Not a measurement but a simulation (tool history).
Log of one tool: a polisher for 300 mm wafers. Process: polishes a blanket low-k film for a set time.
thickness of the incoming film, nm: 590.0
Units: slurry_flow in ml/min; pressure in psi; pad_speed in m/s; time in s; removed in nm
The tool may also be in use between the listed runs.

run    day  slurry_flow  pressure  pad_speed  slurry_solids  time  removed
  1  0.000          220       1.6       1.26            1.0    54   25.209
  2  0.033          220       1.6       1.26            1.1    54   26.365
  3  0.400          220       1.6       1.12            1.1    54   24.278
  4  0.658          220       1.7       1.12            1.1    54   25.788
  5  0.921          220       1.8       1.12            1.1    54   27.263
  6  1.012          220       1.8       1.12            1.3    54   28.501
  7  1.146          225       2.0       1.12            1.3    54   31.762

Run 8 comes next. What will it give?
  8  1.296          225       2.1       1.12            1.3    54        ?

{"run 8": {"removed": 33.128}}
